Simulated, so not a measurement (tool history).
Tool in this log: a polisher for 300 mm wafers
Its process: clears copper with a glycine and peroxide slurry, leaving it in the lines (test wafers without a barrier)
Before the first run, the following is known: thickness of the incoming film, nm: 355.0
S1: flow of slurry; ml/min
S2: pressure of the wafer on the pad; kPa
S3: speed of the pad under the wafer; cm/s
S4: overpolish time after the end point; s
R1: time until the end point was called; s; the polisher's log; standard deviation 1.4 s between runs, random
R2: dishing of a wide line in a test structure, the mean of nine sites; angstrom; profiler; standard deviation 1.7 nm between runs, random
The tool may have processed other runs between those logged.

Run 1, hour 0: S1 165 ml/min, S2 15.9 kPa, S3 98 cm/s, S4 27 s. Result: R1 86.892 s, R2 736.16 angstrom.
Run 2, hour 2.6: S1 165 ml/min, S2 15.9 kPa, S3 98 cm/s, S4 32 s. Result: R1 87.419 s, R2 807.14 angstrom.
Run 3, hour 7.7: S1 165 ml/min, S2 15.2 kPa, S3 98 cm/s, S4 33 s. Result: R1 90.335 s, R2 847.71 angstrom.
Run 4, hour 8.7: S1 165 ml/min, S2 15.2 kPa, S3 98 cm/s, S4 39 s. Result: R1 88.547 s, R2 925.97 angstrom.
Run 5, hour 11.5: S1 165 ml/min, S2 14.5 kPa, S3 98 cm/s, S4 39 s. Result: R1 93.451 s, R2 905.45 angstrom.
Run 6, hour 14: S1 165 ml/min, S2 13.8 kPa, S3 98 cm/s, S4 39 s. Result: R1 96.006 s, R2 863.28 angstrom.
Run 7, hour 16.6: S1 150 ml/min, S2 9.7 kPa, S3 96 cm/s, S4 42 s. Result: R1 130.11 s, R2 732.37 angstrom.

Forecast run 8:
Run 8, hour 22: S1 150 ml/min, S2 9.7 kPa, S3 96 cm/s, S4 42 s. Result: R1 ?, R2 ?.

Run 8 yielded R1 126.7 s, R2 687.88 angstrom.
